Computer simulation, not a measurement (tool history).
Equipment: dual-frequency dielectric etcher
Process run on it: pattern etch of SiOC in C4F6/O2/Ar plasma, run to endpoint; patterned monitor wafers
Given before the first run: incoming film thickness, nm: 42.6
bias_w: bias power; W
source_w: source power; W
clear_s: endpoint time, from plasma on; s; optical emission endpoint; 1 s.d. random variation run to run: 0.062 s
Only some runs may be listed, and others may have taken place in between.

run,hour,bias_w,source_w,clear_s
1,0,461,440,13.08
2,2,432,420,13.783
3,4,381,420,14.468
4,11.5,442,420,13.613
5,13.4,416,420,13.936
6,14,394,420,14.289
7,22.9,376,420,14.546

Run 8 comes next. What will it give?
8,26.6,360,420,?

clear_s: 14.76 s
